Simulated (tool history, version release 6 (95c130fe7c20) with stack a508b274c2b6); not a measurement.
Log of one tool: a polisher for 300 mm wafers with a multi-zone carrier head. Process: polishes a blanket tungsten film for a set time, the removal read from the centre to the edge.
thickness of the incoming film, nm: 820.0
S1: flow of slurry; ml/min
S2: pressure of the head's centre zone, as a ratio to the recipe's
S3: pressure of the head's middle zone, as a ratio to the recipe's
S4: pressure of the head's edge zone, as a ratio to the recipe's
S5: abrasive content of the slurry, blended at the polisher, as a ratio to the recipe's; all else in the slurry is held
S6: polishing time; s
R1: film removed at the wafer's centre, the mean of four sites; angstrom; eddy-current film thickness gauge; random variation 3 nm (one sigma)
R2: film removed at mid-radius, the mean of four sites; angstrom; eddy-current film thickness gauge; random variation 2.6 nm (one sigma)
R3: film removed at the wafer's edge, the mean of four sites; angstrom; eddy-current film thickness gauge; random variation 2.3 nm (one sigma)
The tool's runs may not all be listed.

run    day   S1    S2    S3  S4    S5  S6      R1      R2      R3
  1      0  205     1     1   1     1  60  1450.3  1520.3  1539.9
  2  0.371  205  1.08     1   1     1  60  1563.6  1514.3    1545
  3  0.675  230  1.08     1   1     1  60  1599.6  1587.4  1519.7
  4  0.792  230  1.08     1   1   1.1  60  1588.2  1567.4  1588.7
  5  0.829  240  1.11  1.02   1  1.15  64    1736  1742.8  1692.6
  6  1.096  245  1.13  1.02   1   1.2  68  1949.7  1857.4  1764.9

Forecast run 7:
  7  1.442  245  1.13  1.03  1.02  1.3  70   ?   ?   ?

{"run 7": {"R1": 1945.2, "R2": 1981, "R3": 1938.2}}
